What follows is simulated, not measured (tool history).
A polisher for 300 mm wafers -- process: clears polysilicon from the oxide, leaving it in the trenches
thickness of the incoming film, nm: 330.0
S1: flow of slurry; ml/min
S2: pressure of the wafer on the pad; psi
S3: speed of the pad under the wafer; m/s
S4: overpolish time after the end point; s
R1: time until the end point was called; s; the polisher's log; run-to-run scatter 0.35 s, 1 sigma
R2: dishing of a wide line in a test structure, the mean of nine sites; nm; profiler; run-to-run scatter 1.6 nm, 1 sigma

| run | day | S1 | S2 | S3 | S4 | R1 | R2 |
|---|---|---|---|---|---|---|---|
| 1 | 0.000 | 230 | 3.4 | 1.30 | 25 | 15.709 | 75.627 |
| 2 | 0.346 | 230 | 2.9 | 1.26 | 26 | 19.046 | 79.528 |
| 3 | 0.638 | 220 | 2.7 | 1.18 | 21 | 22.044 | 74.832 |
| 4 | 0.792 | 220 | 2.4 | 1.18 | 21 | 24.135 | 76.014 |
| 5 | 0.975 | 250 | 2.4 | 1.18 | 21 | 24.134 | 76.086 |
| 6 | 1.171 | 250 | 2.2 | 1.18 | 21 | 26.874 | 74.262 |
| 7 | 1.488 | 250 | 2.1 | 1.18 | 22 | 27.267 | 75.041 |

Estimate the outcome of run 8 from the log above:
| 8 | 1.596 | 250 | 2.0 | 1.18 | 23 | ? | ? |

{"run 8": {"R1": 28.992, "R2": 77.893}}
